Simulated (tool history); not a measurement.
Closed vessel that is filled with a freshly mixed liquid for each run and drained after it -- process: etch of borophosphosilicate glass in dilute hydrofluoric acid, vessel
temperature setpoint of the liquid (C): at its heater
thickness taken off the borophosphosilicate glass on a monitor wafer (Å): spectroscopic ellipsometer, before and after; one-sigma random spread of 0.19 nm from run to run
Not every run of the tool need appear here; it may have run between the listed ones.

| run | hour | temperature setpoint of the liquid (C) | parts of water to one part of 49 % hydrofluoric acid (parts by volume) | time in the liquid (s) | thickness taken off the borophosphosilicate glass on a monitor wafer (Å) |
|---|---|---|---|---|---|
| 1 | 0 | 25 | 275 | 315 | 534.3 |
| 2 | 8.8 | 25 | 275 | 315 | 541.05 |
| 3 | 10.8 | 25 | 225 | 315 | 684.35 |
| 4 | 18.3 | 25 | 225 | 315 | 699.48 |
| 5 | 20.2 | 27 | 225 | 315 | 747.33 |
| 6 | 24 | 24.5 | 255 | 315 | 578.88 |
| 7 | 31.3 | 20.5 | 350 | 315 | 339.55 |
| 8 | 39.3 | 19.5 | 355 | 315 | 317.88 |
| 9 | 46.5 | 19 | 355 | 315 | 313.75 |
| 10 | 49.1 | 18.5 | 355 | 315 | 306.76 |

The next listed run, before its measurement:
| 11 | 57.8 | 18 | 355 | 315 | ? |

{"run 11": {"thickness taken off the borophosphosilicate glass on a monitor wafer (Å)": 304.98}}

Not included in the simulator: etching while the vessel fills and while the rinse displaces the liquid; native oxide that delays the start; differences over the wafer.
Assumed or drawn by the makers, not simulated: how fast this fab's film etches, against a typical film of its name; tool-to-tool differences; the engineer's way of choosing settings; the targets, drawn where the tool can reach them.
